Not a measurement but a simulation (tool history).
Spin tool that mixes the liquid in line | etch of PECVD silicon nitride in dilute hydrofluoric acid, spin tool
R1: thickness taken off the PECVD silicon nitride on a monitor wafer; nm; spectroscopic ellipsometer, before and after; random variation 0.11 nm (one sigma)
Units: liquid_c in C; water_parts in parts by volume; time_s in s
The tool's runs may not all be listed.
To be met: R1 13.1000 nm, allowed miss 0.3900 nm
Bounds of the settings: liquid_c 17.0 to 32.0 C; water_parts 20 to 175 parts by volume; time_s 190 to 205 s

{"run": 1, "hour": 0.0, "liquid_c": 24.0, "water_parts": 95, "time_s": 190, "R1": 8.5621}
{"run": 2, "hour": 7.6, "liquid_c": 27.0, "water_parts": 95, "time_s": 190, "R1": 10.406}
{"run": 3, "hour": 14.5, "liquid_c": 27.5, "water_parts": 95, "time_s": 190, "R1": 10.591}
{"run": 4, "hour": 21.4, "liquid_c": 28.0, "water_parts": 95, "time_s": 190, "R1": 11.033}
{"run": 5, "hour": 29.3, "liquid_c": 28.5, "water_parts": 95, "time_s": 190, "R1": 11.535}
{"run": 6, "hour": 30.1, "liquid_c": 25.0, "water_parts": 95, "time_s": 190, "R1": 9.0099}
{"run": 7, "hour": 39.1, "liquid_c": 29.0, "water_parts": 95, "time_s": 190, "R1": 11.882}
{"run": 8, "hour": 40.3, "liquid_c": 29.0, "water_parts": 95, "time_s": 190, "R1": 11.849}
{"run": 9, "hour": 47.3, "liquid_c": 30.0, "water_parts": 95, "time_s": 190, "R1": 12.365}

Which of these 5 next moves meets every target?
{"run": "A", "hour": 54.3, "liquid_c": 30.0, "water_parts": 90, "time_s": 205, "R1": "?"}
{"run": "B", "hour": 54.3, "liquid_c": 29.0, "water_parts": 80, "time_s": 190, "R1": "?"}
{"run": "C", "hour": 54.3, "liquid_c": 31.0, "water_parts": 90, "time_s": 195, "R1": "?"}
{"run": "D", "hour": 54.3, "liquid_c": 26.0, "water_parts": 70, "time_s": 205, "R1": "?"}
{"run": "E", "hour": 54.3, "liquid_c": 29.5, "water_parts": 95, "time_s": 205, "R1": "?"}

move=A R1=14.2730
move=B R1=13.9670
move=C R1=14.4570
move=D R1=14.1640
move=E R1=13.0990
A: takes the result that was furthest off past its target
B: takes the result that was furthest off past its target
C: takes the result that was furthest off past its target
D: takes the result that was furthest off past its target
E: meets every target
Answer: E

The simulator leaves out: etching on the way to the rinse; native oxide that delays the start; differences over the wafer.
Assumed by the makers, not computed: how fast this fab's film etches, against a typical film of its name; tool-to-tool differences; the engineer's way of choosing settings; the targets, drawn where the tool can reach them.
